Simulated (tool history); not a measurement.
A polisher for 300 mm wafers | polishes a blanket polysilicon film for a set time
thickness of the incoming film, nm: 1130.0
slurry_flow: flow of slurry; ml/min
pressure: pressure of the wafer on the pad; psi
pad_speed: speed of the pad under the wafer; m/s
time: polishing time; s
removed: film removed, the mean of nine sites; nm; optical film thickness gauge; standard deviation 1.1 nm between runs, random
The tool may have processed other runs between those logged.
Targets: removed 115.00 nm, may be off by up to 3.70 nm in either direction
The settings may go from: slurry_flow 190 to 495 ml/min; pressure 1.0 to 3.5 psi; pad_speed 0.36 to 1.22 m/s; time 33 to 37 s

Run 1, hour 0.0: slurry_flow 320 ml/min, pressure 2.2 psi, pad_speed 0.78 m/s, time 37 s. Result: removed 196.05 nm.
Run 2, hour 5.2: slurry_flow 245 ml/min, pressure 2.2 psi, pad_speed 0.78 m/s, time 37 s. Result: removed 189.12 nm.
Run 3, hour 7.1: slurry_flow 245 ml/min, pressure 2.0 psi, pad_speed 0.78 m/s, time 37 s. Result: removed 177.69 nm.
Run 4, hour 8.9: slurry_flow 245 ml/min, pressure 1.8 psi, pad_speed 0.78 m/s, time 37 s. Result: removed 155.15 nm.
Run 5, hour 15.5: slurry_flow 245 ml/min, pressure 1.8 psi, pad_speed 0.78 m/s, time 33 s. Result: removed 142.30 nm.
Run 6, hour 23.5: slurry_flow 245 ml/min, pressure 1.7 psi, pad_speed 0.78 m/s, time 33 s. Result: removed 131.91 nm.
Run 7, hour 25.0: slurry_flow 245 ml/min, pressure 1.6 psi, pad_speed 0.78 m/s, time 33 s. Result: removed 126.94 nm.
Run 8, hour 25.7: slurry_flow 245 ml/min, pressure 1.5 psi, pad_speed 0.78 m/s, time 33 s. Result: removed 119.03 nm.

Which single option among these 4 for the next run brings every result within its allowed miss of target? Just one does.
Run A, hour 26.4: slurry_flow 330 ml/min, pressure 1.3 psi, pad_speed 0.94 m/s, time 33 s. Result: removed ?.
Run B, hour 26.4: slurry_flow 295 ml/min, pressure 1.5 psi, pad_speed 0.78 m/s, time 34 s. Result: removed ?.
Run C, hour 26.4: slurry_flow 225 ml/min, pressure 1.2 psi, pad_speed 0.90 m/s, time 36 s. Result: removed ?.
Run D, hour 26.4: slurry_flow 190 ml/min, pressure 1.3 psi, pad_speed 0.96 m/s, time 36 s. Result: removed ?.

move  removed
   A   123.30
   B   125.05
   C   116.48
   D   128.49
A: misses by more than the last run did
B: misses by more than the last run did
C: all results in spec
D: misses by more than the last run did
The move that meets every target is C.

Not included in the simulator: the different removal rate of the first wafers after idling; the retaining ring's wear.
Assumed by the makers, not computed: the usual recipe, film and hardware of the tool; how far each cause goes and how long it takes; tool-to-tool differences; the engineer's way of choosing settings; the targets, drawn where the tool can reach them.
